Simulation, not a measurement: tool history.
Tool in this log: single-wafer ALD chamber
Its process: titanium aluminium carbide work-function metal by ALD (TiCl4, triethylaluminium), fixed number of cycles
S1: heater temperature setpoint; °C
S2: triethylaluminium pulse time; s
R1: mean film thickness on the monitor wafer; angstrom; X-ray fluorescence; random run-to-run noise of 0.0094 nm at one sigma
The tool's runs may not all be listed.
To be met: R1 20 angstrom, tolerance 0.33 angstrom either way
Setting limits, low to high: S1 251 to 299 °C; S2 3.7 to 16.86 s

{"run": 1, "day": 0.0, "S1": 275, "S2": 10.28, "R1": 18.286}
{"run": 2, "day": 0.121, "S1": 275, "S2": 11.87, "R1": 18.331}
{"run": 3, "day": 0.179, "S1": 282, "S2": 11.87, "R1": 19.312}
{"run": 4, "day": 0.246, "S1": 288, "S2": 11.87, "R1": 19.659}
{"run": 5, "day": 0.596, "S1": 283, "S2": 11.87, "R1": 19.209}
{"run": 6, "day": 0.65, "S1": 274, "S2": 11.87, "R1": 18.511}
{"run": 7, "day": 0.825, "S1": 274, "S2": 11.87, "R1": 18.361}
{"run": 8, "day": 1.2, "S1": 286, "S2": 13.43, "R1": 19.559}

Which single option among these 4 for the next run brings every result within its allowed miss of target? Just one does.
{"run": "A", "day": 1.575, "S1": 290, "S2": 13.29, "R1": "?"}
{"run": "B", "day": 1.575, "S1": 283, "S2": 16.34, "R1": "?"}
{"run": "C", "day": 1.575, "S1": 299, "S2": 13.64, "R1": "?"}
{"run": "D", "day": 1.575, "S1": 281, "S2": 12.99, "R1": "?"}

move=A R1=19.883
move=B R1=19.384
move=C R1=20.716
move=D R1=19.059
A: all results in spec
B: the biggest miss grows against the last run
C: the result that was furthest off in the last run now lies on the other side of its target
D: the biggest miss grows against the last run
A is the move that brings every result within its allowed miss.
